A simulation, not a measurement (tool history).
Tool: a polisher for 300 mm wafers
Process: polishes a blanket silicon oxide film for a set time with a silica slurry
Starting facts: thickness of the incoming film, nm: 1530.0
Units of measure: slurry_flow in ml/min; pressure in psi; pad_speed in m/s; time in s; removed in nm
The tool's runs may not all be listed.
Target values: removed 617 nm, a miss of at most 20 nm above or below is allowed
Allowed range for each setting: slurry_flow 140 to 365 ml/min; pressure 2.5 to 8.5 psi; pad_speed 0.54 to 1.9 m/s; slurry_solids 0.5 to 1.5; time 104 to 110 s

run,day,slurry_flow,pressure,pad_speed,slurry_solids,time,removed
1,0,235,5.5,1.22,1,104,471.21
2,0.092,235,5.7,1.22,1,104,473.94
3,0.371,200,5.7,1.22,1,104,477.02
4,0.683,200,5.9,1.22,1,104,485.91
5,0.817,200,6.1,1.22,1,104,492.14
6,0.925,200,6.3,1.22,1,104,506.52
7,1.225,210,7.6,1.24,1,104,576.81
8,1.521,210,7.7,1.24,1,104,578.87

5 candidate next runs follow, results not yet known. Just one meets every target within its allowed miss. Identify it.
A,1.817,205,7.3,1.28,0.95,106,?
B,1.817,210,8,1.48,0.85,109,?
C,1.817,280,7.4,1.48,1,108,?
D,1.817,220,8,1.3,1.05,110,?
E,1.817,210,7.5,1.26,1.05,108,?

move,removed
A,574.7
B,665.36
C,682.39
D,670.57
E,614.62
A: moves away from the targets compared with the last run
B: moves the result that the last run missed by most past its target, out the other side
C: moves the result that the last run missed by most past its target, out the other side
D: moves the result that the last run missed by most past its target, out the other side
E: all results in spec
Answer: E
